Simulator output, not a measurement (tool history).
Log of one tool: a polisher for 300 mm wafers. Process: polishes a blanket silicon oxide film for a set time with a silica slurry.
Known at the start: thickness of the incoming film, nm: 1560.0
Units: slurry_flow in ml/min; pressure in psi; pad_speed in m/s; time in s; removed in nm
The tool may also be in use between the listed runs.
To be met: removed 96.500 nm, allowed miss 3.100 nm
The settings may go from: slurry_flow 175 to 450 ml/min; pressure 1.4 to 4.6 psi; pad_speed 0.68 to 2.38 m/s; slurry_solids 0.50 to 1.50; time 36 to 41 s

| run | day | slurry_flow | pressure | pad_speed | slurry_solids | time | removed |
|---|---|---|---|---|---|---|---|
| 1 | 0.000 | 290 | 3.0 | 1.52 | 1.00 | 41 | 118.990 |
| 2 | 0.125 | 290 | 3.0 | 1.52 | 1.00 | 41 | 119.420 |
| 3 | 0.442 | 290 | 3.0 | 1.52 | 1.00 | 36 | 103.210 |
| 4 | 0.471 | 290 | 3.0 | 1.66 | 1.00 | 36 | 112.150 |
| 5 | 0.579 | 290 | 3.0 | 1.66 | 1.00 | 41 | 127.360 |
| 6 | 0.733 | 290 | 2.9 | 1.66 | 1.00 | 41 | 124.520 |
| 7 | 0.896 | 290 | 2.8 | 1.66 | 1.00 | 41 | 118.380 |
| 8 | 1.138 | 290 | 2.7 | 1.66 | 1.00 | 41 | 117.340 |
| 9 | 1.404 | 290 | 2.7 | 1.66 | 1.00 | 41 | 116.730 |
| 10 | 1.450 | 290 | 2.0 | 1.64 | 1.00 | 41 | 90.362 |

Which of these 4 next moves meets every target?
| A | 1.496 | 295 | 1.8 | 1.80 | 0.95 | 38 | ? |
| B | 1.496 | 220 | 1.7 | 1.72 | 1.35 | 41 | ? |
| C | 1.496 | 230 | 2.3 | 1.72 | 1.10 | 37 | ? |
| D | 1.496 | 200 | 1.9 | 1.68 | 1.10 | 41 | ? |

| move | removed |
|---|---|
| A | 80.939 |
| B | 90.360 |
| C | 95.656 |
| D | 87.871 |
A: further off than the last run
B: as far off as the last run
C: meets every target
D: further off than the last run
Answer: C

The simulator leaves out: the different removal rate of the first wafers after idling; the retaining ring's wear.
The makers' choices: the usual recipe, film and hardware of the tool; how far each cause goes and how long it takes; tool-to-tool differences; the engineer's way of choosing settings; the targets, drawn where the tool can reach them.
